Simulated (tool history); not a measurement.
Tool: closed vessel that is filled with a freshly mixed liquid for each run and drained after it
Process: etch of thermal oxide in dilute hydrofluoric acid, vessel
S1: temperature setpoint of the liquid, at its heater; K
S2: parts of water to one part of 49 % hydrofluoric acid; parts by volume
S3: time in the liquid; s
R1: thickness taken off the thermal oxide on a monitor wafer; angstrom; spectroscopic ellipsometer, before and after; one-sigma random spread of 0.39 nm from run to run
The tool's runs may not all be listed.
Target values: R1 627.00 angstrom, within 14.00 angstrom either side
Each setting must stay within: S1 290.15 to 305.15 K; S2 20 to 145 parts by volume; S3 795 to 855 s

run	day	S1	S2	S3	R1
1	0.000	297.15	80	795	461.49
2	0.183	294.65	80	795	421.82
3	0.379	296.15	80	795	440.49
4	0.496	296.15	60	795	600.43
# day 0.654: thermometer replaced
5	0.654	296.65	60	795	661.63
6	0.808	296.65	80	795	494.00
7	0.904	297.15	80	795	499.62
8	1.096	301.15	80	795	585.60
9	1.254	302.15	80	795	609.23
10	1.454	302.15	80	795	604.75

Consider the 5 candidate settings below. Which is the only one whose results all fall within their allowed miss of target?
A	1.654	297.15	70	810	?
B	1.654	301.65	80	835	?
C	1.654	302.15	90	855	?
D	1.654	299.15	75	805	?
E	1.654	302.65	85	800	?

move	R1
A	591.14
B	628.66
C	575.14
D	590.22
E	584.91
A: further off than the last run
B: in spec on every target
C: further off than the last run
D: further off than the last run
E: further off than the last run
B meets every target.

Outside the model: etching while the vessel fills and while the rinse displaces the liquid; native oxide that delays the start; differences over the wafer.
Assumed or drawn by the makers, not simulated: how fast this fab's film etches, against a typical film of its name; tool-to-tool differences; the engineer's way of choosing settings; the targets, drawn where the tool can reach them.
